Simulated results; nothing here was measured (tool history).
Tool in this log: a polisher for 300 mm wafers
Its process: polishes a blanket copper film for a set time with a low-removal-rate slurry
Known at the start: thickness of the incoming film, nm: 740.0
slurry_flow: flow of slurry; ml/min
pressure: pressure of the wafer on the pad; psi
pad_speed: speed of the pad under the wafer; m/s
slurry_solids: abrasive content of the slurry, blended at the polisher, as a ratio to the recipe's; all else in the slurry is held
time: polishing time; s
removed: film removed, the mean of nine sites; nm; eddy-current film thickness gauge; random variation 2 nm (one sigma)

run,hour,slurry_flow,pressure,pad_speed,slurry_solids,time,removed
1,0,235,3.1,1.26,1,65,271.56
2,0.8,235,2.6,1.22,1,65,223.33
3,8.3,270,2.6,1.22,1,65,229.52
4,11.2,270,2.3,1.2,1,65,199.06
5,17.5,270,2.1,1.2,1,65,175.97
6,19.9,270,2,1.2,1,65,171.26
7,20.8,270,1.9,1.2,1,65,166.33
8,27.7,270,1.4,1.18,1,65,121.93

Predict the results of run 9:
9,32.2,280,1.5,1.18,1,65,?

{"run 9": {"removed": 126.13}}
